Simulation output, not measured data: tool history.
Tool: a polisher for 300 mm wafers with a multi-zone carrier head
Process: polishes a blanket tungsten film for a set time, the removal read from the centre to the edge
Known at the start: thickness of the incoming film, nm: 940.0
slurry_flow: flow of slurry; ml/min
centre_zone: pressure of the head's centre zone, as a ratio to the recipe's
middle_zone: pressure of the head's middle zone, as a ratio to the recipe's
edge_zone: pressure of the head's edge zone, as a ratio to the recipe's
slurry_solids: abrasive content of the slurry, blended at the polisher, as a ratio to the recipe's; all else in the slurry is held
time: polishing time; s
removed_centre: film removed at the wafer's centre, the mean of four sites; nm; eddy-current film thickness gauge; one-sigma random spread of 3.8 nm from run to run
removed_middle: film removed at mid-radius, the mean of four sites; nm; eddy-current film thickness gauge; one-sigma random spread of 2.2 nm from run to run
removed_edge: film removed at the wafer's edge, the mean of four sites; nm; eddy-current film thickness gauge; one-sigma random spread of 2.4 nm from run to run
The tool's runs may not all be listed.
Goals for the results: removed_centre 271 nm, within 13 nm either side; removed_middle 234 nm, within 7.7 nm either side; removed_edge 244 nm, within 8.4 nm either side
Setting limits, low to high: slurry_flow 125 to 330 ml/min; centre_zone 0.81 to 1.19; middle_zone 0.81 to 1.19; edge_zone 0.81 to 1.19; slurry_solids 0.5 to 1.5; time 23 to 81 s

| run | hour | slurry_flow | centre_zone | middle_zone | edge_zone | slurry_solids | time | removed_centre | removed_middle | removed_edge |
|---|---|---|---|---|---|---|---|---|---|---|
| 1 | 0 | 210 | 1 | 1 | 1 | 1 | 52 | 176.78 | 176.73 | 182.6 |
| 2 | 6.5 | 220 | 1.04 | 1.01 | 1.03 | 1.15 | 53 | 191.37 | 191.24 | 190.85 |
| 3 | 10.4 | 225 | 1.07 | 0.99 | 1.05 | 1.25 | 56 | 215.9 | 202.11 | 210.58 |
| 4 | 18.8 | 225 | 1.07 | 0.99 | 1.05 | 1.35 | 56 | 221.73 | 203.94 | 214.11 |
| 5 | 21.8 | 225 | 1.07 | 0.99 | 1.05 | 1.15 | 56 | 206.96 | 199.34 | 208.2 |
| 6 | 22.8 | 225 | 1.07 | 1.03 | 1.05 | 1.15 | 56 | 207.39 | 206.61 | 205.32 |
| 7 | 30.1 | 235 | 1.1 | 1.02 | 1.06 | 1.25 | 57 | 228.02 | 213.23 | 216.95 |
| 8 | 35.7 | 245 | 1.12 | 1.02 | 1.08 | 1.3 | 57 | 228.42 | 217.72 | 222.98 |
| 9 | 36.8 | 245 | 1.12 | 1.02 | 1.08 | 1.3 | 57 | 226.71 | 215.55 | 222.4 |
| 10 | 42.9 | 245 | 1.14 | 1.02 | 1.07 | 1.35 | 58 | 239.81 | 223.64 | 225.33 |
| 11 | 50.1 | 250 | 1.15 | 1.01 | 1.07 | 1.4 | 59 | 245.92 | 228.38 | 234.36 |
| 12 | 52.3 | 240 | 1.16 | 1 | 1.06 | 1.4 | 60 | 250.92 | 227.07 | 233.81 |

4 next moves are on the table. One of them brings every result within its allowed miss. Which?
| A | 54.5 | 220 | 1.19 | 1.06 | 0.94 | 1.4 | 63 | ? | ? | ? |
| B | 54.5 | 275 | 0.9 | 0.94 | 1.19 | 1.25 | 61 | ? | ? | ? |
| C | 54.5 | 205 | 1.19 | 0.86 | 0.86 | 1.5 | 69 | ? | ? | ? |
| D | 54.5 | 180 | 1.18 | 0.98 | 1 | 1.35 | 67 | ? | ? | ? |

| move | removed_centre | removed_middle | removed_edge |
|---|---|---|---|
| A | 266.48 | 247.63 | 227.43 |
| B | 210.17 | 217.59 | 247.11 |
| C | 292.49 | 228.74 | 241.56 |
| D | 269.22 | 236.64 | 241.51 |
A: puts the biggest miss on target and leaves a different result outside tolerance
B: lands further from the targets than the last run did
C: takes the biggest miss from the last run beyond its target
D: each result inside its tolerance
The move that meets every target is D.
